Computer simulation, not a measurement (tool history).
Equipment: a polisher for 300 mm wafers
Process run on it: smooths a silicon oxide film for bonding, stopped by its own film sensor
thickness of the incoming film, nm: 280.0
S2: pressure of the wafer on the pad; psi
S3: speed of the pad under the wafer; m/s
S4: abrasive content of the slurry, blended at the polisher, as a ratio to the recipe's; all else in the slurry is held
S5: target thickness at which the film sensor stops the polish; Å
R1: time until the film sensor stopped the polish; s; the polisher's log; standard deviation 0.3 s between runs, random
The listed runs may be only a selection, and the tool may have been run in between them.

run 1 day=0.000 | flow_of_slurry_(ml/min)=260 S2=2.1 S3=1.16 S4=1.0 S5=2580 | R1=28.700
run 2 day=0.071 | flow_of_slurry_(ml/min)=280 S2=2.1 S3=1.16 S4=1.0 S5=2580 | R1=27.242
run 3 day=0.158 | flow_of_slurry_(ml/min)=280 S2=2.1 S3=1.34 S4=1.0 S5=2580 | R1=25.094
run 4 day=0.375 | flow_of_slurry_(ml/min)=285 S2=2.2 S3=1.34 S4=1.0 S5=2580 | R1=23.892
run 5 day=0.654 | flow_of_slurry_(ml/min)=330 S2=2.2 S3=1.34 S4=1.0 S5=2580 | R1=23.792
run 6 day=1.008 | flow_of_slurry_(ml/min)=365 S2=2.2 S3=1.34 S4=1.0 S5=2580 | R1=23.060

Estimate the outcome of run 7 from the log above:
run 7 day=1.379 | flow_of_slurry_(ml/min)=365 S2=2.2 S3=1.34 S4=1.0 S5=2580 | R1=?

R1: 23.447 s
